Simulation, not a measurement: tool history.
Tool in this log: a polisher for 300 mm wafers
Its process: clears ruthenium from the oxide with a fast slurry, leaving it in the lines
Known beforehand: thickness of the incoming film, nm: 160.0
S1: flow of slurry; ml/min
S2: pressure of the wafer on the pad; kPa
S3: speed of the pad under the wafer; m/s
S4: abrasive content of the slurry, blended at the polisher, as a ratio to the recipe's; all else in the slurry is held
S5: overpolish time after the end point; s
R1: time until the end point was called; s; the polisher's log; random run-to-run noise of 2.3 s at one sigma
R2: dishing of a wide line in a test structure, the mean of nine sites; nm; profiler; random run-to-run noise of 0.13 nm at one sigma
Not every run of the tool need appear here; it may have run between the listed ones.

run 1 hour=0.0 | S1=200 S2=11.7 S3=0.82 S4=1.00 S5=17 | R1=75.984 R2=29.9680
run 2 hour=5.2 | S1=200 S2=11.7 S3=0.82 S4=0.80 S5=17 | R1=85.037 R2=26.3790
run 3 hour=12.6 | S1=200 S2=11.7 S3=0.72 S4=0.80 S5=17 | R1=92.770 R2=24.7870
run 4 hour=14.9 | S1=195 S2=11.0 S3=0.70 S4=0.70 S5=14 | R1=103.970 R2=18.5840
run 5 hour=21.0 | S1=195 S2=10.3 S3=0.68 S4=0.65 S5=12 | R1=116.850 R2=14.5820
run 6 hour=24.7 | S1=195 S2=8.3 S3=0.68 S4=0.65 S5=12 | R1=141.680 R2=12.2260
run 7 hour=31.4 | S1=195 S2=8.3 S3=0.68 S4=0.65 S5=10 | R1=136.450 R2=10.3290

Expected results for the next run?
run 8 hour=33.7 | S1=195 S2=8.3 S3=0.68 S4=0.65 S5=9 | R1=? R2=?

R1: 139.510 s
R2: 9.2759 nm
